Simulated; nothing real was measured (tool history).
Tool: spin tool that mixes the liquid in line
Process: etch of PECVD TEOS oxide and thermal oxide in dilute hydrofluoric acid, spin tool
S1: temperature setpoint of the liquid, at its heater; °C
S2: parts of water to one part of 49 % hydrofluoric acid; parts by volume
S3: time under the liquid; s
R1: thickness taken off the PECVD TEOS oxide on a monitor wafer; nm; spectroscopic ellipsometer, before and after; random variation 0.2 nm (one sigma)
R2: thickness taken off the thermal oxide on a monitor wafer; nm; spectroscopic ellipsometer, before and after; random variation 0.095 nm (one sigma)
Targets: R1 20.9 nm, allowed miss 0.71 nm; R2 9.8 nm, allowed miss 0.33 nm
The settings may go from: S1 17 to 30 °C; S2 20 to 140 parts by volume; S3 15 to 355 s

{"run": 1, "hour": 0.0, "S1": 22, "S2": 75, "S3": 180, "R1": 25.007, "R2": 11.642}
{"run": 2, "hour": 3.8, "S1": 21.5, "S2": 75, "S3": 180, "R1": 24.291, "R2": 11.418}
{"run": 3, "hour": 5.6, "S1": 21, "S2": 75, "S3": 180, "R1": 24.477, "R2": 11.223}
{"run": 4, "hour": 12.3, "S1": 21, "S2": 80, "S3": 180, "R1": 22.794, "R2": 10.521}
{"run": 5, "hour": 20.2, "S1": 21, "S2": 80, "S3": 115, "R1": 14.312, "R2": 6.7938}
{"run": 6, "hour": 20.9, "S1": 22, "S2": 80, "S3": 115, "R1": 15, "R2": 7.0155}
{"run": 7, "hour": 25.3, "S1": 23, "S2": 80, "S3": 115, "R1": 15.442, "R2": 7.3325}
{"run": 8, "hour": 29.9, "S1": 23.5, "S2": 80, "S3": 115, "R1": 15.796, "R2": 7.4293}
{"run": 9, "hour": 37.6, "S1": 24.5, "S2": 80, "S3": 115, "R1": 16.389, "R2": 7.7063}

Which of these 4 next moves meets every target?
{"run": "A", "hour": 45.3, "S1": 21, "S2": 30, "S3": 65, "R1": "?", "R2": "?"}
{"run": "B", "hour": 45.3, "S1": 25, "S2": 75, "S3": 120, "R1": "?", "R2": "?"}
{"run": "C", "hour": 45.3, "S1": 24.5, "S2": 60, "S3": 105, "R1": "?", "R2": "?"}
{"run": "D", "hour": 45.3, "S1": 25.5, "S2": 55, "S3": 100, "R1": "?", "R2": "?"}

move=A R1=23.081 R2=10.685
move=B R1=18.985 R2=8.7886
move=C R1=20.756 R2=9.6085
move=D R1=22.609 R2=10.466
A: takes the result that was furthest off past its target
B: nearer than the last run, and not there yet
C: meets every target
D: takes the result that was furthest off past its target
Answer: C

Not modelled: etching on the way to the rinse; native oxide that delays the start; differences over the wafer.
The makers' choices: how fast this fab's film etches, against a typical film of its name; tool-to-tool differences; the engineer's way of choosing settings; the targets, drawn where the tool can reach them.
